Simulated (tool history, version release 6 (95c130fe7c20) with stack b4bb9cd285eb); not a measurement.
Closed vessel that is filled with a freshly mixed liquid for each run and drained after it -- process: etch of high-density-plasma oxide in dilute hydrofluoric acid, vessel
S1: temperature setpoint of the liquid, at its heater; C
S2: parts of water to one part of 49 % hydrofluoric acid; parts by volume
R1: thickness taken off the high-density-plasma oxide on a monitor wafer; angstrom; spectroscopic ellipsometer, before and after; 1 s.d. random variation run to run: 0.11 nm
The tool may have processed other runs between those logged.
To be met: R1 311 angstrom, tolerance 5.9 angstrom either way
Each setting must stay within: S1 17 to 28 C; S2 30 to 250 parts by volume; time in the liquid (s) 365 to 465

{"run": 1, "hour": 0.0, "S1": 20, "S2": 140, "time in the liquid (s)": 465, "R1": 239.99}
{"run": 2, "hour": 6.0, "S1": 20, "S2": 170, "time in the liquid (s)": 465, "R1": 192.19}
{"run": 3, "hour": 8.5, "S1": 20, "S2": 170, "time in the liquid (s)": 465, "R1": 192.24}
{"run": 4, "hour": 16.9, "S1": 20, "S2": 205, "time in the liquid (s)": 465, "R1": 153.88}
{"run": 5, "hour": 20.2, "S1": 20, "S2": 205, "time in the liquid (s)": 365, "R1": 120.73}
{"run": 6, "hour": 28.1, "S1": 20, "S2": 205, "time in the liquid (s)": 465, "R1": 153.56}
{"run": 7, "hour": 32.2, "S1": 24, "S2": 150, "time in the liquid (s)": 465, "R1": 260.63}
{"run": 8, "hour": 33.4, "S1": 24.5, "S2": 150, "time in the liquid (s)": 465, "R1": 263.35}

Below are 4 possible settings for the next run. Only one of them brings all results inside the allowed miss of their targets. Which is it?
{"run": "A", "hour": 34.6, "S1": 24, "S2": 160, "time in the liquid (s)": 435, "R1": "?"}
{"run": "B", "hour": 34.6, "S1": 28, "S2": 145, "time in the liquid (s)": 460, "R1": "?"}
{"run": "C", "hour": 34.6, "S1": 26.5, "S2": 175, "time in the liquid (s)": 445, "R1": "?"}
{"run": "D", "hour": 34.6, "S1": 25, "S2": 140, "time in the liquid (s)": 450, "R1": "?"}

move=A R1=224.67
move=B R1=309.96
move=C R1=226.72
move=D R1=282.38
A: the biggest miss grows against the last run
B: all results land within tolerance of their targets
C: the biggest miss grows against the last run
D: nearer than the last run, and not there yet
Move B is the one to make.

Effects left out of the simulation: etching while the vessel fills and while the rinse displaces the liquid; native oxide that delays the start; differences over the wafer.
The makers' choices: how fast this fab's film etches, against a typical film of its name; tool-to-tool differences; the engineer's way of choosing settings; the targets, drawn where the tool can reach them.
